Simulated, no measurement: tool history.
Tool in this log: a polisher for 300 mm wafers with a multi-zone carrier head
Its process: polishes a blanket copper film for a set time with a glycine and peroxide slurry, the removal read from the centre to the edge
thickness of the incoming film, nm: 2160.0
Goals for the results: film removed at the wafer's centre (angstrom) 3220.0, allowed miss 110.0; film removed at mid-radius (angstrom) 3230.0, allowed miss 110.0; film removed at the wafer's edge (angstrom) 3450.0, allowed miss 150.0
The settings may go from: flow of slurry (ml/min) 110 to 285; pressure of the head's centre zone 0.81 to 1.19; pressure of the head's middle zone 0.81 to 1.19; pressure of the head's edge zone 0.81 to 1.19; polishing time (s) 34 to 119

run,hour,flow of slurry (ml/min),pressure of the head's centre zone,pressure of the head's middle zone,pressure of the head's edge zone,polishing time (s),film removed at the wafer's centre (angstrom),film removed at mid-radius (angstrom),film removed at the wafer's edge (angstrom)
1,0.0,180,1.00,1.00,1.00,76,4203.7,4310.9,4253.8
2,5.2,170,0.97,0.96,0.97,73,3898.6,3906.5,3994.9
3,6.8,170,0.97,0.96,1.04,73,3846.1,3999.0,4192.7
4,12.2,195,0.97,0.96,1.04,73,3933.5,4052.1,4184.8
5,19.3,195,0.97,0.96,1.08,73,4003.7,4045.8,4238.2
6,27.9,200,0.95,0.94,1.05,70,3815.7,3782.7,4081.7
7,35.8,190,0.94,0.94,1.01,68,3637.4,3592.9,3863.5
8,38.2,180,0.93,0.94,0.98,67,3456.9,3625.4,3843.2
9,41.2,175,0.93,0.93,0.96,66,3345.1,3572.2,3529.9
10,48.7,170,0.93,0.90,0.97,66,3398.6,3411.8,3628.0
11,52.1,165,0.93,0.89,0.96,66,3404.3,3329.1,3615.4
12,56.4,160,0.93,0.89,0.95,66,3350.6,3385.2,3534.8
13,57.2,155,0.93,0.88,0.95,66,3368.5,3275.6,3525.4

Below are 4 possible settings for the next run. Only one of them brings all results inside the allowed miss of their targets. Which is it?
A,58.0,175,0.99,0.95,0.91,65,?,?,?
B,58.0,170,0.89,0.87,0.90,65,?,?,?
C,58.0,190,1.05,0.86,0.88,65,?,?,?
D,58.0,150,0.81,0.82,1.02,68,?,?,?

move,film removed at the wafer's centre (angstrom),film removed at mid-radius (angstrom),film removed at the wafer's edge (angstrom)
A,3538.1,3524.4,3496.2
B,3246.8,3259.7,3468.6
C,3757.2,3291.0,3483.6
D,3081.9,3167.3,3782.2
A: moves away from the targets compared with the last run
B: in spec on every target
C: moves away from the targets compared with the last run
D: pushes the last run's worst result past its target
Correct choice: B, which meets every target
